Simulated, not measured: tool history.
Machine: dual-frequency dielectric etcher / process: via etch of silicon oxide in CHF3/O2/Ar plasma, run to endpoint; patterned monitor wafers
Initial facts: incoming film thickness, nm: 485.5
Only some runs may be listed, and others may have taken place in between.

run	hour	source power (W)	bias power (W)	endpoint time (s)
1	0.0	820	201	213.16
2	0.8	940	201	198.12
3	8.2	820	185	213.91
4	13.6	720	166	238.09
5	21.1	720	182	234.24
6	26.4	860	182	214.12

What will run 7 give?
7	32.5	700	145	?

{"run 7": {"endpoint time (s)": 249.01}}
